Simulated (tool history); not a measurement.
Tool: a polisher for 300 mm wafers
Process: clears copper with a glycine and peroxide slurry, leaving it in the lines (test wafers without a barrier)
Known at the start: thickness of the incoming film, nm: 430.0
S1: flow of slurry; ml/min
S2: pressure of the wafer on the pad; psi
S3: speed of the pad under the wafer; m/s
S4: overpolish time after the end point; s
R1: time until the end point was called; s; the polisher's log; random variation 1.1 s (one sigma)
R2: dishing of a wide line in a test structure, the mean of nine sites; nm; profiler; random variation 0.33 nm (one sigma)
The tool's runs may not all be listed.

| run | hour | S1 | S2 | S3 | S4 | R1 | R2 |
|---|---|---|---|---|---|---|---|
| 1 | 0.0 | 140 | 2.7 | 0.92 | 13 | 102.210 | 40.168 |
| 2 | 6.5 | 140 | 3.1 | 0.92 | 13 | 91.082 | 45.194 |
| 3 | 9.4 | 140 | 3.1 | 0.92 | 8 | 91.025 | 30.130 |
| 4 | 18.4 | 135 | 2.8 | 0.94 | 7 | 97.322 | 25.347 |
| 5 | 24.8 | 120 | 2.6 | 0.96 | 6 | 106.210 | 20.170 |
| 6 | 30.9 | 110 | 2.6 | 0.96 | 6 | 109.320 | 19.257 |
| 7 | 39.3 | 105 | 2.6 | 0.96 | 6 | 110.640 | 19.184 |

Forecast run 8:
| 8 | 44.6 | 100 | 2.6 | 0.96 | 5 | ? | ? |

Run 8 gave R1 112.130 s, R2 15.598 nm.
